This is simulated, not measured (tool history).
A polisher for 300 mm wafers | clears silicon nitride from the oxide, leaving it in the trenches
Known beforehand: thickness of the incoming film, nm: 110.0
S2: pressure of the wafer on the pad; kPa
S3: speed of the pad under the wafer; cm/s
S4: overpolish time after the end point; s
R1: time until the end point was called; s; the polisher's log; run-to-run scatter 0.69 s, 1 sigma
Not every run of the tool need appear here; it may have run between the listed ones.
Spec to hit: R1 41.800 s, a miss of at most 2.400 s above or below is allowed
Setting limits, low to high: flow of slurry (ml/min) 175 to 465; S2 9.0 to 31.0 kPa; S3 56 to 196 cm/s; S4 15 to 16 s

{"run": 1, "hour": 0.0, "flow of slurry (ml/min)": 295, "S2": 20.0, "S3": 126, "S4": 15, "R1": 80.417}
{"run": 2, "hour": 5.2, "flow of slurry (ml/min)": 295, "S2": 21.4, "S3": 128, "S4": 15, "R1": 77.527}
{"run": 3, "hour": 13.8, "flow of slurry (ml/min)": 220, "S2": 21.4, "S3": 128, "S4": 15, "R1": 79.237}
{"run": 4, "hour": 22.7, "flow of slurry (ml/min)": 220, "S2": 24.8, "S3": 128, "S4": 15, "R1": 66.583}
{"run": 5, "hour": 25.8, "flow of slurry (ml/min)": 220, "S2": 24.8, "S3": 102, "S4": 15, "R1": 84.697}
{"run": 6, "hour": 33.4, "flow of slurry (ml/min)": 220, "S2": 24.8, "S3": 102, "S4": 16, "R1": 82.887}
{"run": 7, "hour": 35.7, "flow of slurry (ml/min)": 230, "S2": 30.3, "S3": 138, "S4": 16, "R1": 51.754}
{"run": 8, "hour": 43.3, "flow of slurry (ml/min)": 230, "S2": 30.3, "S3": 140, "S4": 16, "R1": 51.267}
{"run": 9, "hour": 52.1, "flow of slurry (ml/min)": 230, "S2": 30.3, "S3": 142, "S4": 16, "R1": 49.089}

Which of these 4 next moves meets every target?
{"run": "A", "hour": 60.9, "flow of slurry (ml/min)": 215, "S2": 31.0, "S3": 186, "S4": 15, "R1": "?"}
{"run": "B", "hour": 60.9, "flow of slurry (ml/min)": 225, "S2": 31.0, "S3": 144, "S4": 15, "R1": "?"}
{"run": "C", "hour": 60.9, "flow of slurry (ml/min)": 230, "S2": 31.0, "S3": 162, "S4": 16, "R1": "?"}
{"run": "D", "hour": 60.9, "flow of slurry (ml/min)": 195, "S2": 26.9, "S3": 136, "S4": 15, "R1": "?"}

move=A R1=37.951
move=B R1=48.228
move=C R1=42.949
move=D R1=59.870
A: moves the result that the last run missed by most past its target, out the other side
B: better than the last run, though not everything is in spec
C: meets every target
D: the biggest miss grows against the last run
C is the move that brings every result within its allowed miss.

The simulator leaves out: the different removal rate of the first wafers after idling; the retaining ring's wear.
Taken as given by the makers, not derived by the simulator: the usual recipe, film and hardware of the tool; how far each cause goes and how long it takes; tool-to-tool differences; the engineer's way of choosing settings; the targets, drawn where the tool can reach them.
